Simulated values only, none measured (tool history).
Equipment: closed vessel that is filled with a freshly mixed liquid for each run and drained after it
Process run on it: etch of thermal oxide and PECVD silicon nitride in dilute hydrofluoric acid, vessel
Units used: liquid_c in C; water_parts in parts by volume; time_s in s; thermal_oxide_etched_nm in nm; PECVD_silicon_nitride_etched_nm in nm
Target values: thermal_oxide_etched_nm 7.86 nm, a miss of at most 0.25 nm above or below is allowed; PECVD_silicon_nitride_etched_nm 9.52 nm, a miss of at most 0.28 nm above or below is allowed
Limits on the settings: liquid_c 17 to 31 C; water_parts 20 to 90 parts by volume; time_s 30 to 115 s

run  hour  liquid_c  water_parts  time_s  thermal_oxide_etched_nm  PECVD_silicon_nitride_etched_nm
  1     0        23           50      60                   6.2849                           7.4001
  2   6.3      23.5           45      60                   7.1362                           8.6406
  3  10.9        26           45      60                   7.8595                           10.079
  4  15.6        26           55      60                    6.445                           8.1528
  5  21.2      25.5           50      60                    6.855                           8.6162
  6  28.5        25           45      60                   7.6741                           9.4667
  7  36.9      24.5           45      60                   7.3135                           9.0356
  8    41        24           40      60                   8.2174                           9.9284

Next run, 4 choices. One meets every target within its allowed miss, the rest don't. Which?
  A  45.1        28           45      55                        ?                                ?
  B  45.1        24           45      65                        ?                                ?
  C  45.1        26           60      75                        ?                                ?
  D  45.1      21.5           40      70                        ?                                ?

move  thermal_oxide_etched_nm  PECVD_silicon_nitride_etched_nm
   A                   7.9119                           10.419
   B                   7.9637                           9.4652
   C                   7.3117                           9.3894
   D                   8.7621                            9.661
A: misses by more than the last run did
B: in spec on every target
C: the furthest-off result lands on target, but another misses its tolerance
D: the furthest-off result lands on target, but another misses its tolerance
B meets every target.
